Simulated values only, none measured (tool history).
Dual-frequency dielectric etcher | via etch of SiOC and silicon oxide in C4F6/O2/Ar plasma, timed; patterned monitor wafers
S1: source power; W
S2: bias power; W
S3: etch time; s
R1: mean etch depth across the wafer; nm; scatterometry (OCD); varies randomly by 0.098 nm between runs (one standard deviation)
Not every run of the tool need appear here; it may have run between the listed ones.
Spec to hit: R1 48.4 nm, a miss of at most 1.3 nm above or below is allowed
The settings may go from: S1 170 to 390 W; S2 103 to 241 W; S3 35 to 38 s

run 1 hour=0 | S1=280 S2=172 S3=38 | R1=38.815
run 2 hour=9 | S1=280 S2=172 S3=38 | R1=38.697
run 3 hour=11.4 | S1=280 S2=188 S3=38 | R1=40.553
run 4 hour=13.6 | S1=280 S2=168 S3=38 | R1=38.646
run 5 hour=19.9 | S1=280 S2=168 S3=35 | R1=35.467
run 6 hour=23.3 | S1=240 S2=168 S3=35 | R1=32.861
run 7 hour=24.9 | S1=280 S2=176 S3=35 | R1=36.265
run 8 hour=27.5 | S1=310 S2=187 S3=35.5 | R1=39.714

Below are 4 possible settings for the next run. Only one of them brings all results inside the allowed miss of their targets. Which is it?
run A hour=30.1 | S1=320 S2=187 S3=37.5 | R1=?
run B hour=30.1 | S1=280 S2=226 S3=37 | R1=?
run C hour=30.1 | S1=380 S2=202 S3=38 | R1=?
run D hour=30.1 | S1=290 S2=189 S3=38 | R1=?

move=A R1=42.493
move=B R1=43.037
move=C R1=48.24
move=D R1=41.337
A: closer than the last run, but not yet in spec
B: closer than the last run, but not yet in spec
C: in spec on every target
D: closer than the last run, but not yet in spec
The right move is C.
